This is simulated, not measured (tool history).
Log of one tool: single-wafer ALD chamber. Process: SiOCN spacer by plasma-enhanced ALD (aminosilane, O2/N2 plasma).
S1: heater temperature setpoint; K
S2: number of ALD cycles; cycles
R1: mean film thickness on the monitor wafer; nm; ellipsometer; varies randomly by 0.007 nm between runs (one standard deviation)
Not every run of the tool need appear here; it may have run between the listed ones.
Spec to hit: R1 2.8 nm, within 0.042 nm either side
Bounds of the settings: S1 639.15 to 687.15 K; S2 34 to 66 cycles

run	hour	S1	S2	R1
1	0	663.15	50	3.1766
2	4.6	657.15	50	3.1849
3	11.5	657.15	49	3.1134
4	14.4	657.15	48	3.0648
5	22.2	657.15	47	2.9857
6	28	657.15	51	3.2353
7	32.2	657.15	50	3.1915
8	32.9	657.15	49	3.1074

Below are 4 possible settings for the next run. Only one of them brings all results inside the allowed miss of their targets. Which is it?
A	33.6	662.15	50	?
B	33.6	662.15	46	?
C	33.6	658.15	58	?
D	33.6	663.15	44	?

move	R1
A	3.1826
B	2.928
C	3.6918
D	2.8007
A: the biggest miss grows against the last run
B: moves toward the targets from the last run without getting all of them in spec
C: the biggest miss grows against the last run
D: all results in spec
Move D is the one to make.
